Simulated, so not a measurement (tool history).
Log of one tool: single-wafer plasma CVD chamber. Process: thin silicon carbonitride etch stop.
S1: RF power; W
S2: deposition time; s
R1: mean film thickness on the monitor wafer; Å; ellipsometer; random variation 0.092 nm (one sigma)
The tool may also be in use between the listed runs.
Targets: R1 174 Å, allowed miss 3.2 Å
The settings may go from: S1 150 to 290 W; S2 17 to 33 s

{"run": 1, "hour": 0.0, "S1": 220, "S2": 25, "R1": 154.69}
{"run": 2, "hour": 4.1, "S1": 235, "S2": 25.4, "R1": 160.38}
{"run": 3, "hour": 12.6, "S1": 205, "S2": 25.4, "R1": 150.97}
{"run": 4, "hour": 14.8, "S1": 205, "S2": 23.2, "R1": 138.55}
{"run": 5, "hour": 19.2, "S1": 220, "S2": 23.2, "R1": 143.75}
{"run": 6, "hour": 25.7, "S1": 240, "S2": 23.8, "R1": 153.54}
{"run": 7, "hour": 26.7, "S1": 255, "S2": 24.1, "R1": 158.15}
{"run": 8, "hour": 27.2, "S1": 280, "S2": 26.1, "R1": 178.63}

5 next moves are on the table. One of them brings every result within its allowed miss. Which?
{"run": "A", "hour": 27.7, "S1": 290, "S2": 26.4, "R1": "?"}
{"run": "B", "hour": 27.7, "S1": 275, "S2": 26.7, "R1": "?"}
{"run": "C", "hour": 27.7, "S1": 275, "S2": 25.7, "R1": "?"}
{"run": "D", "hour": 27.7, "S1": 290, "S2": 26.6, "R1": "?"}
{"run": "E", "hour": 27.7, "S1": 275, "S2": 27.6, "R1": "?"}

move=A R1=182.29
move=B R1=180.46
move=C R1=173.7
move=D R1=183.67
move=E R1=186.54
A: further off than the last run
B: further off than the last run
C: meets every target
D: further off than the last run
E: further off than the last run
The right move is C.
